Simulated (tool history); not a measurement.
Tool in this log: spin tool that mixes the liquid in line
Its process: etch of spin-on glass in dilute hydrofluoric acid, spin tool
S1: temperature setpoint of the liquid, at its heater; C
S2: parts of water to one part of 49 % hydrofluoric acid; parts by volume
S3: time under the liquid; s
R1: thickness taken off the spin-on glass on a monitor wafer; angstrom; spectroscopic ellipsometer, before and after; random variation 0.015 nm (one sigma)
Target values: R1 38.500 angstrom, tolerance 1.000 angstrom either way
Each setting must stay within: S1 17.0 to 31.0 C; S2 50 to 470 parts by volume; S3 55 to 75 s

run	hour	S1	S2	S3	R1
1	0.0	23.0	260	75	52.366
2	2.3	23.0	185	75	79.989
3	6.9	23.0	185	55	58.344
4	13.9	21.0	185	55	53.659
5	16.3	21.0	125	55	85.196
6	23.5	20.5	145	55	70.412
7	24.1	20.0	160	55	62.253
8	27.1	19.5	170	55	56.641
9	28.3	19.0	175	55	53.741
10	32.1	18.5	180	55	50.572
11	38.0	18.0	185	55	48.063
12	39.9	18.0	190	55	46.851
13	47.7	18.0	195	55	45.003
14	54.5	18.0	200	55	43.712
15	59.8	17.5	205	55	41.744
16	61.6	17.0	210	55	39.782

Which of these 4 next moves meets every target?
A	63.4	17.5	255	70	?
B	63.4	18.5	245	60	?
C	63.4	17.0	200	55	?
D	63.4	19.0	215	55	?

move	R1
A	40.685
B	38.055
C	41.986
D	41.664
A: lands further from the targets than the last run did
B: every result lands within tolerance
C: lands further from the targets than the last run did
D: lands further from the targets than the last run did
Correct choice: B, which meets every target
